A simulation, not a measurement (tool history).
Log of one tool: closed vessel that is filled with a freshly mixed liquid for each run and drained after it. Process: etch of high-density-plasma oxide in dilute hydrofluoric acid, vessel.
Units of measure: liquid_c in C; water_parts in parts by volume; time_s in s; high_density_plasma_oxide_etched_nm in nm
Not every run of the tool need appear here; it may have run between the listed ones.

run,day,liquid_c,water_parts,time_s,high_density_plasma_oxide_etched_nm
1,0,23,45,580,72.784
2,0.204,24.5,45,580,76.026
3,0.425,25,45,580,77.775
4,0.7,25.5,45,580,79.113
5,1.033,28.5,45,580,90.123
6,1.329,28.5,45,580,90.268
7,1.412,30,40,580,108.94
8,1.471,30.5,40,580,109.44
9,1.517,31,35,580,128.53

For run 10, what comes out?
10,1.558,29.5,35,580,?

{"run 10": {"high_density_plasma_oxide_etched_nm": 122.09}}
